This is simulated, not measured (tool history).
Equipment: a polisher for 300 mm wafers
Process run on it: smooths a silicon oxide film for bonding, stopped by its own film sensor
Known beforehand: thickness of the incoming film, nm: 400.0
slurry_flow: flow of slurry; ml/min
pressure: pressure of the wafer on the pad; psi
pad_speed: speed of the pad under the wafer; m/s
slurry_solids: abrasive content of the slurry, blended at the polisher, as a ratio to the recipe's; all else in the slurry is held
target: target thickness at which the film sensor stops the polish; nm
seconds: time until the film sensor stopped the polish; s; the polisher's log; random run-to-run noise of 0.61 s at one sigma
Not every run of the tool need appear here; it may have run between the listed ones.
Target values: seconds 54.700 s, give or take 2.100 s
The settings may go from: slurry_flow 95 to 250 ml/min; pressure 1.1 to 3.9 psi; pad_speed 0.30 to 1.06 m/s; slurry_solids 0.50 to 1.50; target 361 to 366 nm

| run | hour | slurry_flow | pressure | pad_speed | slurry_solids | target | seconds |
|---|---|---|---|---|---|---|---|
| 1 | 0.0 | 160 | 2.5 | 0.68 | 1.00 | 361 | 64.442 |
| 2 | 3.7 | 160 | 2.5 | 0.68 | 0.80 | 361 | 74.696 |
| 3 | 7.0 | 160 | 2.6 | 0.68 | 0.80 | 361 | 72.893 |
| 4 | 15.1 | 160 | 2.7 | 0.68 | 0.80 | 361 | 69.144 |
| 5 | 22.7 | 160 | 2.8 | 0.68 | 0.80 | 361 | 67.422 |
| 6 | 30.6 | 160 | 2.8 | 0.62 | 0.80 | 361 | 71.617 |
| 7 | 37.4 | 160 | 2.9 | 0.62 | 0.80 | 361 | 69.476 |
| 8 | 42.0 | 160 | 3.0 | 0.62 | 0.80 | 361 | 66.966 |
| 9 | 47.4 | 160 | 3.1 | 0.62 | 0.80 | 361 | 64.090 |
| 10 | 54.5 | 160 | 3.2 | 0.62 | 0.80 | 361 | 62.826 |
| 11 | 55.3 | 160 | 3.3 | 0.62 | 0.80 | 361 | 60.964 |
| 12 | 63.8 | 165 | 3.5 | 0.62 | 0.80 | 361 | 57.350 |

Which one of the following 5 next-run settings gets every result inside its allowed miss? There is exactly one.
| A | 72.3 | 155 | 3.2 | 0.66 | 0.85 | 363 | ? |
| B | 72.3 | 195 | 3.8 | 0.54 | 0.75 | 362 | ? |
| C | 72.3 | 175 | 3.0 | 0.68 | 0.70 | 364 | ? |
| D | 72.3 | 185 | 3.4 | 0.54 | 0.90 | 361 | ? |
| E | 72.3 | 165 | 3.9 | 0.64 | 0.55 | 365 | ? |

| move | seconds |
|---|---|
| A | 54.998 |
| B | 58.728 |
| C | 62.014 |
| D | 60.451 |
| E | 59.553 |
A: in spec on every target
B: moves away from the targets compared with the last run
C: moves away from the targets compared with the last run
D: moves away from the targets compared with the last run
E: moves away from the targets compared with the last run
So the answer is move A, the one that meets all the targets.
